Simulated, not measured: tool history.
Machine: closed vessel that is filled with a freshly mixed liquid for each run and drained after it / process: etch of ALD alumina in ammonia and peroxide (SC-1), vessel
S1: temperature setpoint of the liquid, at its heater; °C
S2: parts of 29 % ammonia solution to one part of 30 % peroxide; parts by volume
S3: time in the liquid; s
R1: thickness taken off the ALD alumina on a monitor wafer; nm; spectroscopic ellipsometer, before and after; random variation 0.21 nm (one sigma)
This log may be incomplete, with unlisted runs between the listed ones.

run 1 hour=0 | S1=48 S2=0.8 S3=450 | R1=22.962
run 2 hour=3.4 | S1=41 S2=0.8 S3=450 | R1=15.233
run 3 hour=12.2 | S1=44.5 S2=0.8 S3=450 | R1=18.737
run 4 hour=15.1 | S1=47.5 S2=0.8 S3=450 | R1=22.28
run 5 hour=18.8 | S1=47.5 S2=0.8 S3=480 | R1=23.737
run 6 hour=25 | S1=49.5 S2=0.8 S3=480 | R1=26.654
run 7 hour=31.1 | S1=51 S2=0.8 S3=480 | R1=28.632
run 8 hour=35.9 | S1=52.5 S2=0.8 S3=480 | R1=31.021
run 9 hour=40.3 | S1=53.5 S2=0.8 S3=480 | R1=32.747
run 10 hour=43.9 | S1=54 S2=0.8 S3=480 | R1=33.713
run 11 hour=47 | S1=54 S2=0.8 S3=480 | R1=33.875
run 12 hour=49.5 | S1=54.5 S2=0.8 S3=480 | R1=34.971
run 13 hour=54 | S1=55 S2=0.8 S3=480 | R1=35.907

Run 14 comes next. What will it give?
run 14 hour=62.6 | S1=55.5 S2=0.8 S3=480 | R1=?

R1: 36.586 nm
